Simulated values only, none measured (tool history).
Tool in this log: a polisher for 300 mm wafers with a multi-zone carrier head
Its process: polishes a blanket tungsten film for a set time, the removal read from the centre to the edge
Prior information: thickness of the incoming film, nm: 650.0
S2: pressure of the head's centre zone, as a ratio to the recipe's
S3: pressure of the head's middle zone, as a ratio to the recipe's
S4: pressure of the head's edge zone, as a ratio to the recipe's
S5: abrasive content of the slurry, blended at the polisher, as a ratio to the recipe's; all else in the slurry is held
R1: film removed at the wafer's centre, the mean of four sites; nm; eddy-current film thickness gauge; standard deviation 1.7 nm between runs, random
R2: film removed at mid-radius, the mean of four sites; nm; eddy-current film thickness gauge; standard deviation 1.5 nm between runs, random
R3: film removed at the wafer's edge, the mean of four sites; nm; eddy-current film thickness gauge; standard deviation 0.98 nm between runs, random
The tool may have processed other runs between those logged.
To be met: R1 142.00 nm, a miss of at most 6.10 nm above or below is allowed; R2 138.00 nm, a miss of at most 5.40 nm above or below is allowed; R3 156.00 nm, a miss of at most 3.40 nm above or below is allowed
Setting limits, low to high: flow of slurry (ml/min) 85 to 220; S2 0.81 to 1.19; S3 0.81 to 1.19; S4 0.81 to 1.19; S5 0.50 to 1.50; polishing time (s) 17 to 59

run 1 hour=0.0 | flow_of_slurry_(ml/min)=140 S2=1.00 S3=1.00 S4=1.00 S5=1.00 polishing_time_(s)=38 | R1=225.26 R2=237.60 R3=241.90
run 2 hour=2.1 | flow_of_slurry_(ml/min)=135 S2=0.99 S3=0.98 S4=0.98 S5=0.95 polishing_time_(s)=37 | R1=215.16 R2=223.41 R3=230.14
run 3 hour=7.8 | flow_of_slurry_(ml/min)=130 S2=0.98 S3=0.96 S4=0.97 S5=0.90 polishing_time_(s)=36 | R1=200.77 R2=211.99 R3=219.79
run 4 hour=12.1 | flow_of_slurry_(ml/min)=130 S2=0.98 S3=1.04 S4=0.97 S5=0.90 polishing_time_(s)=36 | R1=198.50 R2=221.71 R3=217.88
run 5 hour=21.1 | flow_of_slurry_(ml/min)=130 S2=0.98 S3=1.09 S4=0.97 S5=0.90 polishing_time_(s)=36 | R1=200.92 R2=233.37 R3=219.79
-- hour=29.7 centre zone pressure recalibrated
run 6 hour=29.7 | flow_of_slurry_(ml/min)=130 S2=0.98 S3=1.09 S4=0.97 S5=1.00 polishing_time_(s)=36 | R1=222.79 R2=237.76 R3=220.39
run 7 hour=37.8 | flow_of_slurry_(ml/min)=125 S2=1.00 S3=1.06 S4=0.95 S5=0.95 polishing_time_(s)=35 | R1=212.14 R2=223.10 R3=210.46
run 8 hour=44.2 | flow_of_slurry_(ml/min)=120 S2=1.01 S3=1.03 S4=0.94 S5=0.90 polishing_time_(s)=34 | R1=202.76 R2=207.57 R3=201.63
run 9 hour=45.0 | flow_of_slurry_(ml/min)=115 S2=1.01 S3=1.00 S4=0.93 S5=0.85 polishing_time_(s)=33 | R1=194.41 R2=185.07 R3=191.05
run 10 hour=46.2 | flow_of_slurry_(ml/min)=100 S2=0.91 S3=0.94 S4=0.84 S5=0.60 polishing_time_(s)=30 | R1=140.38 R2=148.44 R3=148.87
run 11 hour=53.2 | flow_of_slurry_(ml/min)=100 S2=0.91 S3=0.93 S4=0.85 S5=0.60 polishing_time_(s)=30 | R1=141.15 R2=144.08 R3=150.24

Of the 5 settings listed for the next run, only one would bring every result within its allowed miss of target. Which one?
run A hour=60.2 | flow_of_slurry_(ml/min)=85 S2=0.96 S3=0.97 S4=0.91 S5=0.60 polishing_time_(s)=33 | R1=? R2=? R3=?
run B hour=60.2 | flow_of_slurry_(ml/min)=105 S2=0.89 S3=0.99 S4=0.90 S5=0.55 polishing_time_(s)=31 | R1=? R2=? R3=?
run C hour=60.2 | flow_of_slurry_(ml/min)=95 S2=0.95 S3=0.85 S4=0.90 S5=0.60 polishing_time_(s)=33 | R1=? R2=? R3=?
run D hour=60.2 | flow_of_slurry_(ml/min)=90 S2=0.88 S3=0.85 S4=0.83 S5=0.65 polishing_time_(s)=31 | R1=? R2=? R3=?
run E hour=60.2 | flow_of_slurry_(ml/min)=85 S2=0.84 S3=0.91 S4=0.83 S5=0.50 polishing_time_(s)=34 | R1=? R2=? R3=?

move=A R1=153.14 R2=159.24 R3=163.76
move=B R1=138.07 R2=156.18 R3=154.84
move=C R1=156.34 R2=148.26 R3=166.41
move=D R1=136.82 R2=140.51 R3=154.11
move=E R1=131.17 R2=148.87 R3=155.80
A: carries the result that was furthest off beyond its target, to the other side
B: meets the target for the result that was furthest off, but another lies outside its allowed miss
C: carries the result that was furthest off beyond its target, to the other side
D: meets every target
E: meets the target for the result that was furthest off, but another lies outside its allowed miss
Correct choice: D, which meets every target
